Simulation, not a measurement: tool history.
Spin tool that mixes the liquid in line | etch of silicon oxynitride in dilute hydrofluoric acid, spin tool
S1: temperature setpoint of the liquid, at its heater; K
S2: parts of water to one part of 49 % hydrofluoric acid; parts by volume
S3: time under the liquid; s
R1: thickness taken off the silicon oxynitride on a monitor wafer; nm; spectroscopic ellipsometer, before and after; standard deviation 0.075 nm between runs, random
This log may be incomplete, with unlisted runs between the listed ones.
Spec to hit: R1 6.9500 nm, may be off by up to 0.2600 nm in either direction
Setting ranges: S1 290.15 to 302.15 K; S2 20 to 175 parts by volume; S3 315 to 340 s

| run | hour | S1 | S2 | S3 | R1 |
|---|---|---|---|---|---|
| 1 | 0.0 | 294.15 | 95 | 315 | 4.2268 |
| 2 | 0.9 | 294.15 | 65 | 315 | 6.3883 |
| 3 | 5.1 | 294.15 | 65 | 315 | 6.4602 |
| 4 | 9.6 | 294.65 | 65 | 315 | 6.5032 |
| 5 | 13.1 | 294.65 | 65 | 315 | 6.3794 |
| 6 | 15.6 | 298.15 | 65 | 315 | 7.9036 |
| 7 | 20.9 | 297.65 | 65 | 315 | 7.5821 |
| 8 | 22.2 | 297.15 | 65 | 315 | 7.3744 |
| 9 | 30.4 | 296.65 | 65 | 315 | 7.2206 |

Next run, 5 choices. One meets every target within its allowed miss, the rest don't. Which?
| A | 38.6 | 296.15 | 65 | 315 | ? |
| B | 38.6 | 292.65 | 65 | 340 | ? |
| C | 38.6 | 295.65 | 65 | 340 | ? |
| D | 38.6 | 297.15 | 75 | 315 | ? |
| E | 38.6 | 297.15 | 65 | 330 | ? |

| move | R1 |
|---|---|
| A | 7.0210 |
| B | 6.3753 |
| C | 7.3956 |
| D | 6.3335 |
| E | 7.7209 |
A: every result within its allowed miss
B: takes the biggest miss from the last run beyond its target
C: lands further from the targets than the last run did
D: takes the biggest miss from the last run beyond its target
E: lands further from the targets than the last run did
Move A is the one to make.

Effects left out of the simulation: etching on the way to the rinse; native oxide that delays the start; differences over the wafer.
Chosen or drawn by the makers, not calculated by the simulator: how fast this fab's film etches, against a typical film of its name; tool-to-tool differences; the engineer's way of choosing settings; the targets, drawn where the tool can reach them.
